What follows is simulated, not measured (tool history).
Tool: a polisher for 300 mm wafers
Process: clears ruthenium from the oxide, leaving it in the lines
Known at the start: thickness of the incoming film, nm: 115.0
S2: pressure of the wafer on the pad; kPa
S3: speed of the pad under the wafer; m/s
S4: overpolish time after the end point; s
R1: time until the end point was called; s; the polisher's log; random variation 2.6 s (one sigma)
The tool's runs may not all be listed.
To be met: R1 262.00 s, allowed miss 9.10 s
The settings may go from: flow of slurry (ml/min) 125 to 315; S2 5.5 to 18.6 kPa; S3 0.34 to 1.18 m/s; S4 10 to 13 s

{"run": 1, "hour": 0.0, "flow of slurry (ml/min)": 205, "S2": 11.7, "S3": 0.76, "S4": 13, "R1": 150.16}
{"run": 2, "hour": 8.2, "flow of slurry (ml/min)": 205, "S2": 9.7, "S3": 0.76, "S4": 13, "R1": 184.39}
{"run": 3, "hour": 10.6, "flow of slurry (ml/min)": 240, "S2": 9.7, "S3": 0.76, "S4": 13, "R1": 179.35}
{"run": 4, "hour": 13.9, "flow of slurry (ml/min)": 240, "S2": 9.7, "S3": 0.76, "S4": 10, "R1": 178.03}
{"run": 5, "hour": 21.6, "flow of slurry (ml/min)": 235, "S2": 8.3, "S3": 0.76, "S4": 10, "R1": 206.67}
{"run": 6, "hour": 28.6, "flow of slurry (ml/min)": 235, "S2": 8.3, "S3": 0.68, "S4": 10, "R1": 228.63}
{"run": 7, "hour": 32.3, "flow of slurry (ml/min)": 235, "S2": 8.3, "S3": 0.68, "S4": 10, "R1": 227.45}
{"run": 8, "hour": 40.3, "flow of slurry (ml/min)": 230, "S2": 7.6, "S3": 0.68, "S4": 10, "R1": 250.13}
{"run": 9, "hour": 41.5, "flow of slurry (ml/min)": 225, "S2": 7.6, "S3": 0.68, "S4": 10, "R1": 249.07}

Which of these 5 next moves meets every target?
{"run": "A", "hour": 42.7, "flow of slurry (ml/min)": 220, "S2": 8.3, "S3": 0.68, "S4": 10, "R1": "?"}
{"run": "B", "hour": 42.7, "flow of slurry (ml/min)": 265, "S2": 9.0, "S3": 0.54, "S4": 11, "R1": "?"}
{"run": "C", "hour": 42.7, "flow of slurry (ml/min)": 195, "S2": 9.0, "S3": 0.64, "S4": 10, "R1": "?"}
{"run": "D", "hour": 42.7, "flow of slurry (ml/min)": 145, "S2": 6.9, "S3": 0.88, "S4": 10, "R1": "?"}
{"run": "E", "hour": 42.7, "flow of slurry (ml/min)": 230, "S2": 6.2, "S3": 0.86, "S4": 10, "R1": "?"}

move=A R1=229.91
move=B R1=260.25
move=C R1=229.77
move=D R1=227.97
move=E R1=238.56
A: further off than the last run
B: meets every target
C: further off than the last run
D: further off than the last run
E: further off than the last run
The right move is B.
